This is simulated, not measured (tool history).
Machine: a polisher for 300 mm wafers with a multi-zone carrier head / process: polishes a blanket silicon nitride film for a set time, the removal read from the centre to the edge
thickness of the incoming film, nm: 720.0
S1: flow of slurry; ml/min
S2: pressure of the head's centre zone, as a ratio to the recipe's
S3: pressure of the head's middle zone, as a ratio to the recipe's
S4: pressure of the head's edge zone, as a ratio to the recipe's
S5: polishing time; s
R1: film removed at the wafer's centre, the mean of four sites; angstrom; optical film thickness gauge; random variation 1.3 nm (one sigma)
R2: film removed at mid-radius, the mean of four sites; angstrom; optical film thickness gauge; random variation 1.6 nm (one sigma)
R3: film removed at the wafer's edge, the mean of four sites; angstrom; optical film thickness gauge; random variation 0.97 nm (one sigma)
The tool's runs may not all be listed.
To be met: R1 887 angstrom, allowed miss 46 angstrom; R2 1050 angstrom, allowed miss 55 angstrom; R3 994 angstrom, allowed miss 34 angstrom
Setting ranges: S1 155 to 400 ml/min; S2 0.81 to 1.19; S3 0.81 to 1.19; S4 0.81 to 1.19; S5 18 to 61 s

run  hour   S1    S2    S3    S4  S5      R1      R2      R3
  1     0  255     1     1     1  39  758.43  764.19  735.59
  2   8.8  220     1     1     1  39  765.47  750.41  732.62
  3    16  220     1  1.04     1  39  755.98   777.4  737.67
  4  16.6  220  0.93  1.04     1  39  695.02  795.81   741.6
  5  18.9  220  0.93  1.05  1.01  40  703.08  806.35  766.24
     21.3  -- worn pad replaced by a new one
  6  21.3  220  0.93  1.06  1.02  41  823.87  931.52  877.53
  7  29.9  225  0.89   1.1  1.11  40  784.83  940.55  894.67
  8  38.3  225  0.89  1.11  1.12  40  765.95  992.14  919.23
  9  43.7  225   0.9  1.11  1.13  40  783.96  971.38  916.19
 10  47.8  225  0.91  1.11  1.14  40  784.72  930.71  915.46

Next run, 5 choices. One meets every target within its allowed miss, the rest don't. Which?
  A  51.9  265  1.06  0.95  1.08  37   ?   ?   ?
  B  51.9  200  1.01  1.04  1.17  38   ?   ?   ?
  C  51.9  295   0.9  1.14  1.02  41   ?   ?   ?
  D  51.9  275  0.91  1.08  1.07  44   ?   ?   ?
  E  51.9  220  0.87  1.11  1.15  43   ?   ?   ?

move      R1      R2      R3
   A  857.29  794.73  837.12
   B  815.29  858.53  877.01
   C  814.67  1038.4  905.83
   D  878.04  1057.6  991.57
   E  802.26  1037.3   989.5
A: lands further from the targets than the last run did
B: lands further from the targets than the last run did
C: lands further from the targets than the last run did
D: every result lands within tolerance
E: puts the biggest miss on target and leaves a different result outside tolerance
The right move is D.
